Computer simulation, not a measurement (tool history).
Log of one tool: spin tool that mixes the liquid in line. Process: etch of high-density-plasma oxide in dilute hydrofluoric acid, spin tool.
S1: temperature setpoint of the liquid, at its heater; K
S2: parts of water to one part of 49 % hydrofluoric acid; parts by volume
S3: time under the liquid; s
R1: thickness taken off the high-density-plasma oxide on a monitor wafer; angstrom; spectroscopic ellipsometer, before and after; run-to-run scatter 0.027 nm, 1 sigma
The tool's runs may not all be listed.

Run 1, day 0: S1 295.15 K, S2 220 parts by volume, S3 65 s. Result: R1 12.526 angstrom.
Run 2, day 0.279: S1 295.15 K, S2 220 parts by volume, S3 45 s. Result: R1 8.7278 angstrom.
Run 3, day 0.429: S1 293.15 K, S2 220 parts by volume, S3 45 s. Result: R1 8.1272 angstrom.
Run 4, day 0.575: S1 293.15 K, S2 260 parts by volume, S3 45 s. Result: R1 6.5531 angstrom.
Run 5, day 0.929: S1 295.65 K, S2 260 parts by volume, S3 45 s. Result: R1 7.2095 angstrom.
Run 6, day 1.129: S1 296.65 K, S2 240 parts by volume, S3 45 s. Result: R1 8.2822 angstrom.
Run 7, day 1.417: S1 297.15 K, S2 220 parts by volume, S3 45 s. Result: R1 9.427 angstrom.
Run 8, day 1.446: S1 297.65 K, S2 200 parts by volume, S3 45 s. Result: R1 10.82 angstrom.
Run 9, day 1.7: S1 298.15 K, S2 180 parts by volume, S3 45 s. Result: R1 12.16 angstrom.
Run 10, day 1.808: S1 298.65 K, S2 165 parts by volume, S3 45 s. Result: R1 13.979 angstrom.
Run 11, day 2.021: S1 299.15 K, S2 150 parts by volume, S3 45 s. Result: R1 15.774 angstrom.
Run 12, day 2.392: S1 299.65 K, S2 140 parts by volume, S3 45 s. Result: R1 17.799 angstrom.
Run 13, day 2.617: S1 300.15 K, S2 130 parts by volume, S3 45 s. Result: R1 19.651 angstrom.
Run 14, day 2.992: S1 300.65 K, S2 125 parts by volume, S3 45 s. Result: R1 20.899 angstrom.
Run 15, day 3.021: S1 301.15 K, S2 120 parts by volume, S3 45 s. Result: R1 22.338 angstrom.
Run 16, day 3.238: S1 301.15 K, S2 115 parts by volume, S3 45 s. Result: R1 23.526 angstrom.

Expected results for the next run?
Run 17, day 3.433: S1 301.15 K, S2 110 parts by volume, S3 45 s. Result: R1 ?.

Logged for run 17: R1 25.218 angstrom.
